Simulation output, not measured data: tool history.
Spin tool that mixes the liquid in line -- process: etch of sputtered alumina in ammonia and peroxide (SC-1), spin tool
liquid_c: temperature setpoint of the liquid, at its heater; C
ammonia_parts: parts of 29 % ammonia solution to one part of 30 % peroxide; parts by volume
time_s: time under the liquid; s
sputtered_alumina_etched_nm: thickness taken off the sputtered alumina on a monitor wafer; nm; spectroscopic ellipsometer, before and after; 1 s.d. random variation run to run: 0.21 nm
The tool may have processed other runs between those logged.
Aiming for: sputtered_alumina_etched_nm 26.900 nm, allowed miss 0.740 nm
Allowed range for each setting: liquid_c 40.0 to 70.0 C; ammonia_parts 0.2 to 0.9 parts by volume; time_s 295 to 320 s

| run | day | liquid_c | ammonia_parts | time_s | sputtered_alumina_etched_nm |
|---|---|---|---|---|---|
| 1 | 0.000 | 56.0 | 0.5 | 295 | 30.176 |
| 2 | 0.142 | 55.5 | 0.5 | 295 | 29.349 |
| 3 | 0.179 | 55.5 | 0.5 | 320 | 31.583 |
| 4 | 0.333 | 55.5 | 0.5 | 320 | 32.088 |
| 5 | 0.621 | 55.0 | 0.5 | 320 | 30.561 |
| 6 | 0.692 | 61.0 | 0.5 | 320 | 42.240 |
| 7 | 0.954 | 60.0 | 0.5 | 320 | 40.083 |
| 8 | 1.304 | 59.0 | 0.5 | 320 | 37.826 |

Consider the 4 candidate settings below. Which is the only one whose results all fall within their allowed miss of target?
| A | 1.654 | 66.0 | 0.5 | 320 | ? |
| B | 1.654 | 68.5 | 0.6 | 320 | ? |
| C | 1.654 | 50.5 | 0.6 | 295 | ? |
| D | 1.654 | 53.0 | 0.4 | 315 | ? |

| move | sputtered_alumina_etched_nm |
|---|---|
| A | 54.149 |
| B | 62.253 |
| C | 22.683 |
| D | 26.696 |
A: moves away from the targets compared with the last run
B: moves away from the targets compared with the last run
C: the result that was furthest off in the last run now lies on the other side of its target
D: every result within its allowed miss
The move that meets every target is D.
